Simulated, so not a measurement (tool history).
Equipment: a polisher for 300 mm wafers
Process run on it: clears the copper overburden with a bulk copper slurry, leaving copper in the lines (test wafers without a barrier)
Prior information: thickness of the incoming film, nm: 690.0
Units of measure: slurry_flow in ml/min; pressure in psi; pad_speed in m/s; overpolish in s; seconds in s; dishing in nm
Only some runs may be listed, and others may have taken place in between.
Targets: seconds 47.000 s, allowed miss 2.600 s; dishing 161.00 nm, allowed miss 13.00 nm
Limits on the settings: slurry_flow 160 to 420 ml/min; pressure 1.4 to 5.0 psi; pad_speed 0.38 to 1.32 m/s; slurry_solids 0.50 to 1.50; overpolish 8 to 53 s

run    day  slurry_flow  pressure  pad_speed  slurry_solids  overpolish  seconds  dishing
  1  0.000          270       3.2       0.84           1.00          27   72.826   117.10
  2  0.246          210       3.2       0.84           1.00          27   76.235   116.97
  3  0.479          215       3.6       0.86           1.00          27   65.169   131.20
  4  0.817          215       3.6       0.86           1.15          27   63.331   127.76
  5  1.142          275       3.6       0.86           1.15          27   61.017   130.62
  6  1.417          275       3.6       0.86           1.15          32   61.241   135.24
  7  1.446          275       3.6       0.86           1.15          32   61.553   140.38
  8  1.754          275       3.8       0.86           1.15          31   57.715   143.81

4 next moves are on the table. One of them brings every result within its allowed miss. Which?
  A  2.062          290       4.5       0.96           1.25          30        ?        ?
  B  2.062          335       4.1       0.98           1.15          34        ?        ?
  C  2.062          290       4.4       1.02           1.15          29        ?        ?
  D  2.062          240       3.7       0.70           0.95          53        ?        ?

move  seconds  dishing
   A   42.968   161.96
   B   46.421   160.56
   C   42.225   160.60
   D   76.936   154.88
A: pushes the last run's worst result past its target
B: in spec on every target
C: pushes the last run's worst result past its target
D: misses by more than the last run did
Move B is the one to make.
